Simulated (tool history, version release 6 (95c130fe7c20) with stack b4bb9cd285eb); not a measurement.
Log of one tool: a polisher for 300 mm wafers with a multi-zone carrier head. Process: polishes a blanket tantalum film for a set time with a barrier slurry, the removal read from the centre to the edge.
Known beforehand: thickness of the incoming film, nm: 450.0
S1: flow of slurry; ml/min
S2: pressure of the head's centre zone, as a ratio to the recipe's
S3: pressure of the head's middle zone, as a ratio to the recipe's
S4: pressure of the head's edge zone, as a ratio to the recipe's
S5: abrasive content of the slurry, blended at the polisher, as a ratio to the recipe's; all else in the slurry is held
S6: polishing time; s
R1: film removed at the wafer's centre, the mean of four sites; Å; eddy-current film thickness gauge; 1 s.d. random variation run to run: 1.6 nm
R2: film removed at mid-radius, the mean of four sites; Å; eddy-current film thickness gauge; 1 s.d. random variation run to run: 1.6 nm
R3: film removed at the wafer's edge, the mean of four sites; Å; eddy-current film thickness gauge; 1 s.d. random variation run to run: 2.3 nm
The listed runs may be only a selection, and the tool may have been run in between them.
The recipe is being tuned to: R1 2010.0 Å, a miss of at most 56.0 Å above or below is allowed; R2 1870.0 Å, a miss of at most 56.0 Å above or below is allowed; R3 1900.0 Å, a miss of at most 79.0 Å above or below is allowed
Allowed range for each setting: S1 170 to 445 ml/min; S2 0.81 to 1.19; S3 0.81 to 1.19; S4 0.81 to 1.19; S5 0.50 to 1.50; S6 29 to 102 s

run  hour   S1    S2    S3    S4    S5  S6      R1      R2      R3
  1   0.0  285  1.00  1.00  1.00  1.00  65  1352.9  1338.0  1398.1
  2   5.0  290  1.02  1.01  1.02  1.05  66  1445.8  1408.1  1444.7
  3  12.5  290  1.02  1.01  1.10  1.05  66  1447.1  1388.1  1491.7
  4  16.3  290  1.03  1.02  1.11  1.10  67  1486.0  1458.4  1551.1
  5  19.4  290  1.10  1.02  1.11  1.10  67  1578.8  1458.6  1527.4
  6  22.2  295  1.11  1.02  1.12  1.15  68  1666.8  1526.7  1576.7
  7  30.6  295  1.11  1.02  1.13  1.20  68  1687.7  1520.9  1634.1
  8  31.5  300  1.12  1.03  1.13  1.25  68  1743.2  1569.2  1630.1
  9  39.8  285  1.10  1.05  1.18  1.50  75  1946.4  1798.7  1981.1
 10  42.4  290  1.10  1.05  1.17  1.50  75  1949.6  1842.1  1891.0

Of the 5 settings listed for the next run, only one would bring every result within its allowed miss of target. Which one?
  A  45.0  275  1.15  1.12  1.16  1.50  74   ?   ?   ?
  B  45.0  285  1.11  1.09  1.13  1.50  72   ?   ?   ?
  C  45.0  275  1.01  1.16  1.19  1.50  79   ?   ?   ?
  D  45.0  325  0.98  1.15  1.18  1.25  82   ?   ?   ?
  E  45.0  235  1.03  0.98  1.19  1.45  81   ?   ?   ?

move      R1      R2      R3
   A  1977.7  1838.9  1927.1
   B  1864.9  1762.0  1857.4
   C  1853.0  2015.6  2082.8
   D  1819.4  2023.9  2086.8
   E  1878.2  1780.4  2091.1
A: every result lands within tolerance
B: lands further from the targets than the last run did
C: lands further from the targets than the last run did
D: lands further from the targets than the last run did
E: lands further from the targets than the last run did
Answer: A
